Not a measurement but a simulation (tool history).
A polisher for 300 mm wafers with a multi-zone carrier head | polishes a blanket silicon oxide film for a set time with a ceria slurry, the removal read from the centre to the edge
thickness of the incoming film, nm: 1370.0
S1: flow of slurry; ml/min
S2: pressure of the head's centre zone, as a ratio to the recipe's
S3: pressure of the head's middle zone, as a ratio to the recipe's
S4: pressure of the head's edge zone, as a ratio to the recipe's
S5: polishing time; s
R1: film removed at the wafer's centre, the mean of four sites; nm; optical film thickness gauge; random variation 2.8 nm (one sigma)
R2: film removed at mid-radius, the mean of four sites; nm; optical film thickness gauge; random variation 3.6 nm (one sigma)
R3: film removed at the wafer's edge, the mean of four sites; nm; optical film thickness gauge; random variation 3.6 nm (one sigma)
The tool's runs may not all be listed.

run    day   S1    S2    S3    S4  S5      R1      R2      R3
  1  0.000  195  1.00  1.00  1.00  61  195.25  193.00  196.63
  2  0.104  200  1.01  1.01  1.02  63  209.65  203.69  197.63
  3  0.467  195  1.00  1.00  1.02  66  211.73  205.25  215.66
  4  0.538  195  1.00  1.01  1.02  68  215.78  217.67  216.61
  5  0.875  195  0.92  1.01  1.02  68  206.31  215.18  217.19
  6  1.033  195  0.92  1.01  1.02  79  238.86  253.72  255.68
  7  1.142  195  0.92  1.01  1.02  79  240.97  254.32  253.28

The next listed run, before its measurement:
  8  1.217  200  0.93  1.01  1.03  79   ?   ?   ?

Run 8 gave R1 244.60 nm, R2 256.48 nm, R3 260.86 nm.
